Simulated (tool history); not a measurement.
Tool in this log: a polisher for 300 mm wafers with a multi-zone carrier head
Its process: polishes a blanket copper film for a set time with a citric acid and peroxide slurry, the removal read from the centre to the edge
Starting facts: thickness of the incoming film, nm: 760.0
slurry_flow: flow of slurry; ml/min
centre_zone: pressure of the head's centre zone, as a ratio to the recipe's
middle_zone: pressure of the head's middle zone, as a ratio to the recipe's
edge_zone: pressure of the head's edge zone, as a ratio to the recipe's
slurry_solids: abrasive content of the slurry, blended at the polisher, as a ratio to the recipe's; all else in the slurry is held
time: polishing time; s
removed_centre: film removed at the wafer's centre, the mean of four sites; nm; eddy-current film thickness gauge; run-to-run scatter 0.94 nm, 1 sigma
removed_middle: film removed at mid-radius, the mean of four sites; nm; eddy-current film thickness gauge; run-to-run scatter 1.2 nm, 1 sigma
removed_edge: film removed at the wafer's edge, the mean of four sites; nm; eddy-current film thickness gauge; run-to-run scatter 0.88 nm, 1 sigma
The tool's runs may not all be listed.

run  hour  slurry_flow  centre_zone  middle_zone  edge_zone  slurry_solids  time  removed_centre  removed_middle  removed_edge
  1     0          215            1            1          1              1    36          81.535          82.901        82.979
  2   0.6          225            1         1.01       1.03           1.05    36          83.275          87.294        85.152
  3   6.9          225         0.94         1.01       1.03           1.05    36          78.221          84.441        84.577
  4  11.6          230         0.95         1.01       1.06            1.1    36          81.253           87.27        88.996
  5  13.6          240         0.96         1.02       1.07            1.1    36          82.889          89.558        89.336
  6  22.6          250         0.96         1.02       1.08            1.1    36          82.221          90.046         89.95

Estimate the outcome of run 7 from the log above:
  7  30.9          255         0.97         1.02       1.09            1.1    36               ?               ?             ?

{"run 7": {"removed_centre": 83.5, "removed_middle": 91.276, "removed_edge": 91.229}}
